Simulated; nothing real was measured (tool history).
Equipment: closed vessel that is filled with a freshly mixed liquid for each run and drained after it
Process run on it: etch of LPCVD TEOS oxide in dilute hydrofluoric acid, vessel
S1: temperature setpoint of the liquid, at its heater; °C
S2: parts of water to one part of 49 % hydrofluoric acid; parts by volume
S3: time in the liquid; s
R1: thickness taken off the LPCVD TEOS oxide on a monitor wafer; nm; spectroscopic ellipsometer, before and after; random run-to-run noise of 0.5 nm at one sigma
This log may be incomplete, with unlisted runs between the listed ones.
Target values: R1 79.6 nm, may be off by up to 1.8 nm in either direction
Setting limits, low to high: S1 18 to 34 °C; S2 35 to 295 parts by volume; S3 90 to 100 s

{"run": 1, "hour": 0.0, "S1": 26, "S2": 165, "S3": 90, "R1": 28.268}
{"run": 2, "hour": 4.9, "S1": 27.5, "S2": 140, "S3": 90, "R1": 36.534}
{"run": 3, "hour": 10.7, "S1": 27.5, "S2": 140, "S3": 100, "R1": 40.135}
{"run": 4, "hour": 14.3, "S1": 29, "S2": 125, "S3": 100, "R1": 48.023}
{"run": 5, "hour": 18.1, "S1": 30, "S2": 115, "S3": 100, "R1": 55.574}
{"run": 6, "hour": 20.1, "S1": 30, "S2": 115, "S3": 90, "R1": 50.076}
{"run": 7, "hour": 28.1, "S1": 31, "S2": 105, "S3": 90, "R1": 57.55}
{"run": 8, "hour": 35.2, "S1": 31.5, "S2": 100, "S3": 90, "R1": 61.579}
{"run": 9, "hour": 41.8, "S1": 32, "S2": 95, "S3": 90, "R1": 66.368}
{"run": 10, "hour": 44.7, "S1": 34, "S2": 80, "S3": 90, "R1": 86.265}
{"run": 11, "hour": 53.0, "S1": 33.5, "S2": 80, "S3": 90, "R1": 85.802}
{"run": 12, "hour": 53.8, "S1": 33, "S2": 80, "S3": 90, "R1": 84.413}
{"run": 13, "hour": 57.0, "S1": 32.5, "S2": 80, "S3": 90, "R1": 82.424}

4 candidate next runs follow, results not yet known. Just one meets every target within its allowed miss. Identify it.
{"run": "A", "hour": 60.2, "S1": 29, "S2": 80, "S3": 100, "R1": "?"}
{"run": "B", "hour": 60.2, "S1": 31.5, "S2": 80, "S3": 95, "R1": "?"}
{"run": "C", "hour": 60.2, "S1": 34, "S2": 90, "S3": 100, "R1": "?"}
{"run": "D", "hour": 60.2, "S1": 33, "S2": 85, "S3": 95, "R1": "?"}

move=A R1=80.472
move=B R1=84.084
move=C R1=84.991
move=D R1=83.056
A: every result lands within tolerance
B: further off than the last run
C: further off than the last run
D: further off than the last run
Answer: A
